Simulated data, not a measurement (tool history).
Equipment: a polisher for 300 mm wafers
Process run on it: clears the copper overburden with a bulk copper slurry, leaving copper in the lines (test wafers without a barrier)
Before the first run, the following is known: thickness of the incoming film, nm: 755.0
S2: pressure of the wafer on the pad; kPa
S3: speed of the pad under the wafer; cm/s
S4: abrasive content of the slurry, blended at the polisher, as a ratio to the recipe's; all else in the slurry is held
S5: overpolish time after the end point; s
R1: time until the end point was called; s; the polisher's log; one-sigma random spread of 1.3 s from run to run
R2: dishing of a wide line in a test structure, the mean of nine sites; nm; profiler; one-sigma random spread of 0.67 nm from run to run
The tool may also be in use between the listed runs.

{"run": 1, "hour": 0.0, "flow of slurry (ml/min)": 125, "S2": 20, "S3": 104, "S4": 1, "S5": 20, "R1": 64.377, "R2": 110.1}
{"run": 2, "hour": 3.2, "flow of slurry (ml/min)": 125, "S2": 18.6, "S3": 106, "S4": 1, "S5": 18, "R1": 68.141, "R2": 96.885}
{"run": 3, "hour": 8.5, "flow of slurry (ml/min)": 125, "S2": 18.6, "S3": 106, "S4": 0.8, "S5": 18, "R1": 70.515, "R2": 93.783}
{"run": 4, "hour": 12.9, "flow of slurry (ml/min)": 125, "S2": 18.6, "S3": 90, "S4": 0.8, "S5": 18, "R1": 80.283, "R2": 90.275}
{"run": 5, "hour": 20.2, "flow of slurry (ml/min)": 120, "S2": 17.2, "S3": 100, "S4": 0.75, "S5": 16, "R1": 82.786, "R2": 78.927}
{"run": 6, "hour": 21.3, "flow of slurry (ml/min)": 120, "S2": 17.2, "S3": 112, "S4": 0.75, "S5": 16, "R1": 78.274, "R2": 80.148}
{"run": 7, "hour": 26.2, "flow of slurry (ml/min)": 120, "S2": 17.2, "S3": 112, "S4": 0.75, "S5": 16, "R1": 77.092, "R2": 82.483}
{"run": 8, "hour": 33.1, "flow of slurry (ml/min)": 125, "S2": 15.9, "S3": 120, "S4": 0.7, "S5": 15, "R1": 80.945, "R2": 76.245}
{"run": 9, "hour": 35.3, "flow of slurry (ml/min)": 120, "S2": 15.2, "S3": 126, "S4": 0.65, "S5": 14, "R1": 84.506, "R2": 68.403}
{"run": 10, "hour": 44.0, "flow of slurry (ml/min)": 115, "S2": 15.2, "S3": 132, "S4": 0.65, "S5": 13, "R1": 82.501, "R2": 68.821}
{"run": 11, "hour": 48.4, "flow of slurry (ml/min)": 125, "S2": 14.5, "S3": 136, "S4": 0.65, "S5": 12, "R1": 81.699, "R2": 64.055}
{"run": 12, "hour": 52.7, "flow of slurry (ml/min)": 135, "S2": 13.8, "S3": 140, "S4": 0.65, "S5": 11, "R1": 84.732, "R2": 58.957}
{"run": 13, "hour": 60.8, "flow of slurry (ml/min)": 145, "S2": 13.1, "S3": 144, "S4": 0.7, "S5": 10, "R1": 79.7, "R2": 55.023}
{"run": 14, "hour": 69.7, "flow of slurry (ml/min)": 150, "S2": 12.4, "S3": 146, "S4": 0.7, "S5": 9, "R1": 86.269, "R2": 47.923}
{"run": 15, "hour": 70.4, "flow of slurry (ml/min)": 155, "S2": 12.4, "S3": 146, "S4": 0.7, "S5": 9, "R1": 86.873, "R2": 48.413}
{"run": 16, "hour": 76.2, "flow of slurry (ml/min)": 160, "S2": 12.4, "S3": 148, "S4": 0.7, "S5": 9, "R1": 85.954, "R2": 48.564}
{"run": 17, "hour": 80.0, "flow of slurry (ml/min)": 165, "S2": 12.4, "S3": 150, "S4": 0.7, "S5": 9, "R1": 84.841, "R2": 48.96}
{"run": 18, "hour": 88.5, "flow of slurry (ml/min)": 185, "S2": 9, "S3": 162, "S4": 0.95, "S5": 6, "R1": 99.169, "R2": 29.83}
{"run": 19, "hour": 96.1, "flow of slurry (ml/min)": 180, "S2": 9.7, "S3": 162, "S4": 0.95, "S5": 6, "R1": 92.24, "R2": 32.131}
{"run": 20, "hour": 98.0, "flow of slurry (ml/min)": 180, "S2": 12.4, "S3": 160, "S4": 0.95, "S5": 12, "R1": 73.645, "R2": 67.881}
{"run": 21, "hour": 106.6, "flow of slurry (ml/min)": 180, "S2": 12.4, "S3": 160, "S4": 1, "S5": 11, "R1": 74.1, "R2": 62.977}

Run 22 is up next; what results do you expect?
{"run": 22, "hour": 114.7, "flow of slurry (ml/min)": 180, "S2": 12.4, "S3": 160, "S4": 1, "S5": 10, "R1": "?", "R2": "?"}

R1: 72.062 s
R2: 57.866 nm
